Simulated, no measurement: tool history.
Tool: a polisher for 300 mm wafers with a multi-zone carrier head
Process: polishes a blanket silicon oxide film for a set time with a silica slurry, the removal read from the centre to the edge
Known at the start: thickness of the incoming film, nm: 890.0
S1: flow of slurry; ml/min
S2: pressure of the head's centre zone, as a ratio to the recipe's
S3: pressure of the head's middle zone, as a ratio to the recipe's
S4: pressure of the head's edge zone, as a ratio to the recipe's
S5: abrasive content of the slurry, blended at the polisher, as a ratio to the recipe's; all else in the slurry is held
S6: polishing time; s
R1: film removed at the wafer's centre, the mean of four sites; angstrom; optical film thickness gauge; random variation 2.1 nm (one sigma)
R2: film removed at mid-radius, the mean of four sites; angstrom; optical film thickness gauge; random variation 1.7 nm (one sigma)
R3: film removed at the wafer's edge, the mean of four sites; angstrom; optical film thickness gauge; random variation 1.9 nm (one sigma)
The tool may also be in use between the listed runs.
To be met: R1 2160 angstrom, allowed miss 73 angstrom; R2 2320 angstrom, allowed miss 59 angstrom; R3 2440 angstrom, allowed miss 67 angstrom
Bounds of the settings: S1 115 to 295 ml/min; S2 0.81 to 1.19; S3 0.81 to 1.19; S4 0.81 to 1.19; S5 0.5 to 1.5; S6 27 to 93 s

run 1 hour=0 | S1=190 S2=1 S3=1 S4=1 S5=1 S6=59 | R1=2171.9 R2=2153.8 R3=2125.5
run 2 hour=2.6 | S1=190 S2=1 S3=1.07 S4=1 S5=1 S6=59 | R1=2146.6 R2=2258 R3=2157.2
run 3 hour=8.4 | S1=190 S2=1 S3=1.07 S4=1 S5=0.85 S6=59 | R1=1966.9 R2=2088.6 R3=2005.6
run 4 hour=13.6 | S1=170 S2=1 S3=1.07 S4=1 S5=0.85 S6=59 | R1=1908.6 R2=2068.8 R3=1958.8
run 5 hour=15.2 | S1=190 S2=0.99 S3=1.08 S4=1.04 S5=0.85 S6=59 | R1=1909.5 R2=2132.6 R3=1994.5
run 6 hour=23.5 | S1=190 S2=0.97 S3=1.04 S4=1.06 S5=0.95 S6=59 | R1=1983.1 R2=2167.1 R3=2159.5
run 7 hour=27 | S1=205 S2=0.97 S3=1.03 S4=1.08 S5=0.95 S6=59 | R1=2049.4 R2=2165.7 R3=2220.4
run 8 hour=31.7 | S1=215 S2=0.97 S3=1.04 S4=1.09 S5=0.95 S6=59 | R1=2027.3 R2=2191.7 R3=2233.3
run 9 hour=35.5 | S1=225 S2=0.97 S3=1.04 S4=1.1 S5=0.95 S6=59 | R1=2073.3 R2=2253 R3=2264.5
run 10 hour=41.2 | S1=225 S2=0.97 S3=1.04 S4=1.1 S5=0.95 S6=59 | R1=2079.2 R2=2208.9 R3=2218.9
run 11 hour=47.1 | S1=230 S2=0.97 S3=1.04 S4=1.12 S5=0.95 S6=59 | R1=2044.2 R2=2211.3 R3=2291.1
run 12 hour=55.8 | S1=280 S2=1 S3=1.05 S4=1.15 S5=0.95 S6=59 | R1=2193.9 R2=2312.4 R3=2323.2

4 next moves are on the table. One of them brings every result within its allowed miss. Which?
run A hour=64.5 | S1=210 S2=0.92 S3=1.13 S4=1.19 S5=0.8 S6=68 | R1=? R2=? R3=?
run B hour=64.5 | S1=260 S2=0.96 S3=1.04 S4=1.19 S5=0.7 S6=71 | R1=? R2=? R3=?
run C hour=64.5 | S1=260 S2=0.82 S3=0.96 S4=1.19 S5=1.35 S6=55 | R1=? R2=? R3=?
run D hour=64.5 | S1=270 S2=0.95 S3=1.09 S4=1.14 S5=0.9 S6=59 | R1=? R2=? R3=?

move=A R1=2038.7 R2=2473.1 R3=2466.3
move=B R1=2111.5 R2=2302.3 R3=2438
move=C R1=1955.6 R2=2312 R3=2605.8
move=D R1=2005.8 R2=2289.4 R3=2280.9
A: brings the result that was furthest off to its target, and leaves another outside
B: meets every target
C: takes the result that was furthest off past its target
D: further off than the last run
Answer: B
